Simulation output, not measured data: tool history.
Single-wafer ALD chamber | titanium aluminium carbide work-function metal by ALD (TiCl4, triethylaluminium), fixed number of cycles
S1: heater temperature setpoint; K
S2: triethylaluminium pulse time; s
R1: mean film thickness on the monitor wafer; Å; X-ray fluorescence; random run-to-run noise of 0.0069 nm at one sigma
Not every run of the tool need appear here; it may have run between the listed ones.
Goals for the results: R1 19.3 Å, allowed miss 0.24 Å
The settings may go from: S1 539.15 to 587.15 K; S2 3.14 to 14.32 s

{"run": 1, "day": 0.0, "S1": 563.15, "S2": 8.73, "R1": 17.461}
{"run": 2, "day": 0.346, "S1": 566.15, "S2": 8.85, "R1": 17.895}
{"run": 3, "day": 0.45, "S1": 574.15, "S2": 8.85, "R1": 18.557}
{"run": 4, "day": 0.7, "S1": 575.15, "S2": 8.89, "R1": 18.785}
{"run": 5, "day": 1.054, "S1": 575.15, "S2": 7.72, "R1": 18.311}
{"run": 6, "day": 1.112, "S1": 575.15, "S2": 9.36, "R1": 18.794}
{"run": 7, "day": 1.175, "S1": 576.15, "S2": 9.39, "R1": 18.873}
{"run": 8, "day": 1.292, "S1": 577.15, "S2": 9.42, "R1": 18.904}

Pick the move, out of 4, that brings all results within their allowed miss; only one does.
{"run": "A", "day": 1.408, "S1": 584.15, "S2": 10.95, "R1": "?"}
{"run": "B", "day": 1.408, "S1": 581.15, "S2": 8.72, "R1": "?"}
{"run": "C", "day": 1.408, "S1": 576.15, "S2": 9.4, "R1": "?"}
{"run": "D", "day": 1.408, "S1": 568.15, "S2": 9.83, "R1": "?"}

move=A R1=19.976
move=B R1=19.212
move=C R1=18.932
move=D R1=18.288
A: pushes the last run's worst result past its target
B: hits every target within its allowed miss
C: an improvement on the last run, though not all results are within tolerance
D: the biggest miss grows against the last run
Answer: B
